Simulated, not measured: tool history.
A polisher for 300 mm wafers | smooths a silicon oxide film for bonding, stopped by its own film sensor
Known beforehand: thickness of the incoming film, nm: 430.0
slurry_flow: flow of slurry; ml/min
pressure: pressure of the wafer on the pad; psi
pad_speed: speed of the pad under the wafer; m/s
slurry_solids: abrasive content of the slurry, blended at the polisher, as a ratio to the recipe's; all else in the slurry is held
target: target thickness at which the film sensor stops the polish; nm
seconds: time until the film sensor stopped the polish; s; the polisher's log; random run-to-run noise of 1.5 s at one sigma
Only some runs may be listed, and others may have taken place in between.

run	hour	slurry_flow	pressure	pad_speed	slurry_solids	target	seconds
1	0.0	150	2.6	0.68	1.0	399	46.212
2	0.6	150	2.3	0.66	1.0	399	54.289
3	8.9	150	2.3	0.66	1.0	402	48.973
4	14.5	150	2.1	0.62	1.0	402	56.582
5	20.1	150	2.1	0.62	1.2	402	49.242
6	24.9	150	2.1	0.62	1.2	402	50.651
7	28.0	150	1.9	0.58	1.2	402	58.340

Predict the results of run 8:
8	35.8	150	1.8	0.56	1.2	402	?

Run 8 produced seconds 61.122 s.

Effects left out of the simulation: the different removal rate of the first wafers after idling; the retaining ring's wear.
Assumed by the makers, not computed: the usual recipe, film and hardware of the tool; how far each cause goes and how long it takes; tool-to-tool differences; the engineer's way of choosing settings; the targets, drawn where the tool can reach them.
